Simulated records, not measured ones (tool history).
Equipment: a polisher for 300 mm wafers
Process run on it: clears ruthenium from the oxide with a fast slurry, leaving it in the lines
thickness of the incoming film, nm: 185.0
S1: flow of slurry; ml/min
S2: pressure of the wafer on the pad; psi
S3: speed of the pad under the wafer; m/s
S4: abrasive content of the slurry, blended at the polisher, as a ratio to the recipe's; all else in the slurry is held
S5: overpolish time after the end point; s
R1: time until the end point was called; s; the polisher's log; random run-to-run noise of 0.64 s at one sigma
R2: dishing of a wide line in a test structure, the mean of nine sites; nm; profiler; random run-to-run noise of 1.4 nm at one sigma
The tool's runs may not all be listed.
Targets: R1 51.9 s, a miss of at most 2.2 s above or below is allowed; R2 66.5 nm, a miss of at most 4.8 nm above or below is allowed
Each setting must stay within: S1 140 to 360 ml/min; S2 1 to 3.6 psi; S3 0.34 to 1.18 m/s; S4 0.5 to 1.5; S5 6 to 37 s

Run 1, hour 0: S1 230 ml/min, S2 2.3 psi, S3 0.76 m/s, S4 1, S5 19 s. Result: R1 82.627 s, R2 30.405 nm.
Run 2, hour 4.6: S1 230 ml/min, S2 2 psi, S3 0.76 m/s, S4 1, S5 19 s. Result: R1 91.044 s, R2 29.457 nm.
Run 3, hour 8.5: S1 230 ml/min, S2 2.2 psi, S3 0.78 m/s, S4 1, S5 21 s. Result: R1 84.345 s, R2 34.174 nm.
Run 4, hour 15.2: S1 230 ml/min, S2 1.9 psi, S3 0.78 m/s, S4 1, S5 21 s. Result: R1 95.444 s, R2 30.682 nm.
Run 5, hour 18.1: S1 230 ml/min, S2 1.9 psi, S3 0.78 m/s, S4 0.95, S5 21 s. Result: R1 98.101 s, R2 29.168 nm.
At hour 19.7: slurry nozzle cleaned.
Run 6, hour 19.7: S1 230 ml/min, S2 1.9 psi, S3 0.78 m/s, S4 1, S5 21 s. Result: R1 90.071 s, R2 32.101 nm.
Run 7, hour 21.3: S1 230 ml/min, S2 2.1 psi, S3 0.8 m/s, S4 1, S5 22 s. Result: R1 80.051 s, R2 37.445 nm.
Run 8, hour 26.8: S1 230 ml/min, S2 2.2 psi, S3 0.8 m/s, S4 1, S5 23 s. Result: R1 75.462 s, R2 40.055 nm.
Run 9, hour 31.6: S1 230 ml/min, S2 2.3 psi, S3 0.8 m/s, S4 1, S5 24 s. Result: R1 71.562 s, R2 42.592 nm.
Run 10, hour 34.2: S1 230 ml/min, S2 2.4 psi, S3 0.8 m/s, S4 1, S5 25 s. Result: R1 69.329 s, R2 45.908 nm.
Run 11, hour 43.1: S1 230 ml/min, S2 2.4 psi, S3 0.8 m/s, S4 1, S5 25 s. Result: R1 69.656 s, R2 45.952 nm.
Run 12, hour 46.1: S1 230 ml/min, S2 2.5 psi, S3 0.8 m/s, S4 1, S5 26 s. Result: R1 64.872 s, R2 47.18 nm.
Run 13, hour 53.2: S1 230 ml/min, S2 2.5 psi, S3 0.8 m/s, S4 1, S5 27 s. Result: R1 65.369 s, R2 49.431 nm.
Run 14, hour 55.5: S1 230 ml/min, S2 2.6 psi, S3 0.8 m/s, S4 1, S5 28 s. Result: R1 63.661 s, R2 50.502 nm.

Consider the 5 candidate settings below. Which is the only one whose results all fall within their allowed miss of target?
Run A, hour 57.8: S1 325 ml/min, S2 2.8 psi, S3 0.78 m/s, S4 1.35, S5 26 s. Result: R1 ?, R2 ?.
Run B, hour 57.8: S1 150 ml/min, S2 2.7 psi, S3 0.88 m/s, S4 1.35, S5 33 s. Result: R1 ?, R2 ?.
Run C, hour 57.8: S1 195 ml/min, S2 2.9 psi, S3 0.98 m/s, S4 1.05, S5 24 s. Result: R1 ?, R2 ?.
Run D, hour 57.8: S1 220 ml/min, S2 2.7 psi, S3 0.88 m/s, S4 1, S5 29 s. Result: R1 ?, R2 ?.
Run E, hour 57.8: S1 200 ml/min, S2 3.6 psi, S3 0.76 m/s, S4 1.2, S5 30 s. Result: R1 ?, R2 ?.

move      R1      R2
   A  50.355  56.339
   B   51.93  63.842
   C  46.689  56.179
   D  55.781  56.585
   E  44.876  65.676
A: brings the result that was furthest off to its target, and leaves another outside
B: hits every target within its allowed miss
C: moves the result that the last run missed by most past its target, out the other side
D: an improvement on the last run, though not all results are within tolerance
E: moves the result that the last run missed by most past its target, out the other side
Correct choice: B, which meets every target
